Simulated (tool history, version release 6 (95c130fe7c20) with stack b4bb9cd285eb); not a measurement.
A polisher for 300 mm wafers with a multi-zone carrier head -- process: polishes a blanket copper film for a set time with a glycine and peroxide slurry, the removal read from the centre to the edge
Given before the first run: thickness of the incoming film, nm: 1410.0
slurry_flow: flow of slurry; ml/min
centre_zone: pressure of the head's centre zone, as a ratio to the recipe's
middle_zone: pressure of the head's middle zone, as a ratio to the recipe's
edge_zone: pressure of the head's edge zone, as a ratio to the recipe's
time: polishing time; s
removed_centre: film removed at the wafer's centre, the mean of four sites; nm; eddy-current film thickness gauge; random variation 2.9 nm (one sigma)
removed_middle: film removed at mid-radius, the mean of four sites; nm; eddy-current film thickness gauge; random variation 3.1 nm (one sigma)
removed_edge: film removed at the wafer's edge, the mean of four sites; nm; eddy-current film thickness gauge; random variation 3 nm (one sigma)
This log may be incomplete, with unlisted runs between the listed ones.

run 1 hour=0 | slurry_flow=315 centre_zone=1 middle_zone=1 edge_zone=1 time=90 | removed_centre=383.06 removed_middle=386.63 removed_edge=372.5
run 2 hour=4 | slurry_flow=315 centre_zone=0.99 middle_zone=0.98 edge_zone=0.99 time=84 | removed_centre=352.61 removed_middle=347.86 removed_edge=353.15
run 3 hour=5.3 | slurry_flow=315 centre_zone=0.99 middle_zone=0.9 edge_zone=0.99 time=84 | removed_centre=351.26 removed_middle=331.63 removed_edge=359.85
run 4 hour=7.8 | slurry_flow=315 centre_zone=0.99 middle_zone=0.9 edge_zone=0.93 time=84 | removed_centre=352.63 removed_middle=327.12 removed_edge=333.78
run 5 hour=10 | slurry_flow=315 centre_zone=0.99 middle_zone=0.9 edge_zone=1 time=84 | removed_centre=348.84 removed_middle=330.84 removed_edge=353.87
run 6 hour=15.7 | slurry_flow=315 centre_zone=0.99 middle_zone=0.9 edge_zone=0.94 time=84 | removed_centre=357.94 removed_middle=328.23 removed_edge=340.22
run 7 hour=24 | slurry_flow=315 centre_zone=0.98 middle_zone=0.89 edge_zone=0.93 time=80 | removed_centre=332.63 removed_middle=306.83 removed_edge=320.48
run 8 hour=26.3 | slurry_flow=315 centre_zone=0.98 middle_zone=0.89 edge_zone=0.93 time=80 | removed_centre=329.48 removed_middle=305 removed_edge=325.5
run 9 hour=29.5 | slurry_flow=315 centre_zone=0.98 middle_zone=0.89 edge_zone=0.91 time=77 | removed_centre=324.48 removed_middle=295.99 removed_edge=312
run 10 hour=38 | slurry_flow=310 centre_zone=0.9 middle_zone=0.86 edge_zone=0.86 time=52 | removed_centre=208.02 removed_middle=190.28 removed_edge=202

Estimate the outcome of run 11 from the log above:
run 11 hour=41.4 | slurry_flow=310 centre_zone=0.91 middle_zone=0.87 edge_zone=0.88 time=52 | removed_centre=? removed_middle=? removed_edge=?

removed_centre: 208.33 nm
removed_middle: 193.71 nm
removed_edge: 205.36 nm
